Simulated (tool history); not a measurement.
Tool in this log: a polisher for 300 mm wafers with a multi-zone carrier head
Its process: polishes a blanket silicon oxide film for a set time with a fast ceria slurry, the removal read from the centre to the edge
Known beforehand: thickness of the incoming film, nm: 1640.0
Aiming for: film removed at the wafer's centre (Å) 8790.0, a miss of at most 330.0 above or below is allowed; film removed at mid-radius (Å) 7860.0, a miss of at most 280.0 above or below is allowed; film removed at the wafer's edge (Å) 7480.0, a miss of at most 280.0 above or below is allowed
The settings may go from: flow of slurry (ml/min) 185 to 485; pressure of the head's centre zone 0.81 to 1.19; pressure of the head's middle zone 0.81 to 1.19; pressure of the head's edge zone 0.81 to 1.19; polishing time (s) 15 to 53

run,day,flow of slurry (ml/min),pressure of the head's centre zone,pressure of the head's middle zone,pressure of the head's edge zone,polishing time (s),film removed at the wafer's centre (Å),film removed at mid-radius (Å),film removed at the wafer's edge (Å)
1,0.000,310,1.00,1.00,1.00,34,6305.2,6250.8,5847.3
2,0.071,310,0.94,1.00,1.00,34,5855.7,6233.2,5842.2
3,0.429,315,0.98,1.01,1.03,35,6388.6,6459.1,6150.4
4,0.717,320,1.01,1.03,1.06,36,6719.1,6687.6,6480.8
5,0.938,320,1.01,1.09,1.06,36,6624.3,7021.3,6442.4
6,1.250,320,1.06,1.09,1.06,36,6974.3,7178.1,6535.8
7,1.283,325,1.09,1.08,1.07,37,7528.6,7366.1,6662.3
8,1.550,325,1.09,1.08,1.07,37,7418.8,7205.6,6640.1

Of the 4 settings listed for the next run, only one would bring every result within its allowed miss of target. Which one?
A,1.817,380,1.03,1.13,1.00,32,?,?,?
B,1.817,240,1.16,1.05,1.08,42,?,?,?
C,1.817,295,1.11,0.84,1.18,40,?,?,?
D,1.817,290,0.81,0.86,1.19,41,?,?,?

move,film removed at the wafer's centre (Å),film removed at mid-radius (Å),film removed at the wafer's edge (Å)
A,6218.2,6640.0,5586.9
B,8788.8,7852.8,7381.3
C,8176.4,6333.7,7476.3
D,6090.5,6619.0,7684.9
A: further off than the last run
B: each result inside its tolerance
C: further off than the last run
D: further off than the last run
So the answer is move B, the one that meets all the targets.
